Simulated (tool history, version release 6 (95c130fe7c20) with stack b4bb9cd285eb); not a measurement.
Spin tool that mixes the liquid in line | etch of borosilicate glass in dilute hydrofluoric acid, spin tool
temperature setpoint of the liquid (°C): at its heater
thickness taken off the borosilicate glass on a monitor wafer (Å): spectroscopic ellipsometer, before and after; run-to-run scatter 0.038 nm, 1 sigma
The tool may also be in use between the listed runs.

| run | day | temperature setpoint of the liquid (°C) | parts of water to one part of 49 % hydrofluoric acid (parts by volume) | time under the liquid (s) | thickness taken off the borosilicate glass on a monitor wafer (Å) |
|---|---|---|---|---|---|
| 1 | 0 | 26 | 150 | 15 | 42.914 |
| 2 | 0.229 | 26 | 150 | 15 | 42.814 |
| 3 | 0.538 | 23 | 150 | 15 | 38.136 |
| 4 | 0.892 | 25.5 | 135 | 15 | 47.387 |
| 5 | 1.15 | 25.5 | 190 | 15 | 31.675 |
| 6 | 1.396 | 27.5 | 165 | 15 | 40.504 |
| 7 | 1.558 | 29 | 145 | 15 | 49.56 |
| 8 | 1.596 | 30 | 130 | 15 | 58.689 |
| 9 | 1.654 | 34 | 80 | 15 | 118.3 |
| 10 | 1.696 | 33 | 80 | 15 | 114.59 |

Run 11, settings as shown, results not yet in. Your forecast:
| 11 | 1.946 | 32 | 80 | 15 | ? |

{"run 11": {"thickness taken off the borosilicate glass on a monitor wafer (Å)": 110.7}}

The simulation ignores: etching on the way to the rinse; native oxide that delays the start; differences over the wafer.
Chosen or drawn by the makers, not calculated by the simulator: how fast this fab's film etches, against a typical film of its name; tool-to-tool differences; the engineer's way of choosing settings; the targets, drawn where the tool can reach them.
